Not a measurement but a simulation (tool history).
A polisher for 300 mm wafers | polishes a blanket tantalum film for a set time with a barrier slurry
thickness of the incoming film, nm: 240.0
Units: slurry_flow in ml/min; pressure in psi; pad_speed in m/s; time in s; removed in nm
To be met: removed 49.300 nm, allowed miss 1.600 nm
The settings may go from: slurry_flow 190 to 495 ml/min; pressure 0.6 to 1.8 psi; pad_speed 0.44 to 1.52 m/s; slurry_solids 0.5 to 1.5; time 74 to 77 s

| run | day | slurry_flow | pressure | pad_speed | slurry_solids | time | removed |
|---|---|---|---|---|---|---|---|
| 1 | 0.000 | 320 | 1.2 | 0.98 | 1.0 | 74 | 85.965 |
| 2 | 0.271 | 320 | 1.1 | 0.98 | 1.0 | 74 | 79.584 |
| 3 | 0.533 | 255 | 1.1 | 0.98 | 1.0 | 74 | 76.011 |
| 4 | 0.671 | 310 | 1.1 | 0.98 | 1.0 | 74 | 78.074 |
| 5 | 0.733 | 305 | 1.0 | 0.98 | 1.0 | 74 | 72.892 |
| 6 | 0.854 | 305 | 1.0 | 0.98 | 1.0 | 77 | 74.174 |
| 7 | 1.188 | 300 | 0.9 | 0.98 | 1.0 | 77 | 67.845 |
| 8 | 1.246 | 295 | 0.9 | 0.98 | 1.0 | 77 | 66.434 |
| 9 | 1.412 | 290 | 0.9 | 0.98 | 1.0 | 77 | 68.187 |
| 10 | 1.558 | 285 | 0.9 | 0.98 | 1.0 | 77 | 67.055 |
| 11 | 1.875 | 280 | 0.9 | 0.98 | 1.0 | 77 | 66.291 |
| 12 | 2.225 | 275 | 0.9 | 0.98 | 1.0 | 77 | 67.533 |
| 13 | 2.342 | 270 | 0.7 | 0.96 | 1.0 | 77 | 52.534 |
| 14 | 2.367 | 265 | 0.7 | 0.96 | 1.0 | 77 | 51.784 |
| 15 | 2.446 | 260 | 0.6 | 0.96 | 1.0 | 77 | 44.903 |
| 16 | 2.500 | 270 | 0.6 | 0.96 | 1.0 | 77 | 45.032 |
| 17 | 2.746 | 275 | 0.6 | 0.96 | 1.0 | 77 | 44.390 |
| 18 | 2.921 | 275 | 0.7 | 0.96 | 1.0 | 77 | 50.950 |
| 19 | 3.167 | 270 | 0.7 | 0.96 | 1.0 | 77 | 51.094 |
| 20 | 3.483 | 265 | 0.7 | 0.96 | 1.0 | 77 | 52.253 |

Which of these 5 next moves meets every target?
| A | 3.800 | 235 | 0.7 | 1.20 | 0.9 | 74 | ? |
| B | 3.800 | 235 | 0.7 | 0.96 | 1.2 | 77 | ? |
| C | 3.800 | 205 | 0.9 | 0.78 | 1.1 | 77 | ? |
| D | 3.800 | 265 | 0.7 | 1.00 | 1.0 | 77 | ? |
| E | 3.800 | 255 | 0.6 | 1.10 | 1.0 | 75 | ? |

| move | removed |
|---|---|
| A | 56.710 |
| B | 53.901 |
| C | 54.850 |
| D | 53.210 |
| E | 48.484 |
A: further off than the last run
B: further off than the last run
C: further off than the last run
D: further off than the last run
E: meets every target
Move E is the one to make.
